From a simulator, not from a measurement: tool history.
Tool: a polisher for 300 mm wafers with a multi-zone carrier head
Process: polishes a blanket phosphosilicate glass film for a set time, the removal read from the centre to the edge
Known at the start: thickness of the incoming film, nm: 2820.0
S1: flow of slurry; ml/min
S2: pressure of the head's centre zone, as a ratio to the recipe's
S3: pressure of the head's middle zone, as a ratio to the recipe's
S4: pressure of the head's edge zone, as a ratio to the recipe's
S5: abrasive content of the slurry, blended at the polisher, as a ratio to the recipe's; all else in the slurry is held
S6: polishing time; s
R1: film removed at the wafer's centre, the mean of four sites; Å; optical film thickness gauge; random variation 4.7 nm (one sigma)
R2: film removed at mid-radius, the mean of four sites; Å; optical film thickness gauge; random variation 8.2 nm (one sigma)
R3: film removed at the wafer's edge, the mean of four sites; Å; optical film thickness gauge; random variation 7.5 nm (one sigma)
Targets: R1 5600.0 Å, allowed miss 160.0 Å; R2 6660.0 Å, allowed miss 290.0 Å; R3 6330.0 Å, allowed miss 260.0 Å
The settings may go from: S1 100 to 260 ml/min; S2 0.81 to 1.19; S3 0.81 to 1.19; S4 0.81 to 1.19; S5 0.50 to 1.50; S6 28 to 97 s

run	hour	S1	S2	S3	S4	S5	S6	R1	R2	R3
1	0.0	165	1.00	1.00	1.00	1.00	62	3716.6	3791.8	3622.0
2	4.9	165	1.00	1.00	1.00	1.00	77	4581.3	4777.6	4473.3
3	12.2	165	1.00	1.00	1.00	0.85	77	4215.0	4252.4	4135.1
4	13.3	165	1.06	1.00	1.00	0.85	77	4438.4	4252.4	4203.3
5	17.2	160	1.02	1.00	1.06	1.00	78	4760.0	4650.0	4650.3
6	22.4	160	0.99	1.00	1.06	1.00	78	4605.0	4760.3	4799.4
7	25.5	175	0.98	1.03	1.09	1.10	78	4898.2	5164.8	4930.0
8	33.4	125	0.88	1.03	1.11	1.35	89	5292.9	6113.1	6200.6
9	39.0	135	0.88	1.04	1.11	1.35	89	5330.9	6261.1	6068.4
10	42.4	140	0.88	1.04	1.12	1.35	89	5403.7	6261.6	6254.8
11	46.0	145	0.88	1.05	1.12	1.35	89	5375.5	6453.3	6239.7

Which of these 5 next moves meets every target?
A	49.6	155	0.82	1.06	1.08	1.30	92	?	?	?
B	49.6	150	0.84	1.13	1.16	1.15	94	?	?	?
C	49.6	115	0.83	0.93	1.19	1.35	95	?	?	?
D	49.6	205	0.87	1.06	1.10	1.15	92	?	?	?
E	49.6	130	0.81	0.95	1.19	1.50	90	?	?	?

move	R1	R2	R3
A	5270.5	6598.9	6334.7
B	5150.5	6692.2	6314.2
C	5189.9	5820.1	6692.8
D	5475.9	6526.2	6248.6
E	5202.4	6022.4	6743.7
A: further off than the last run
B: further off than the last run
C: further off than the last run
D: meets every target
E: further off than the last run
Answer: D
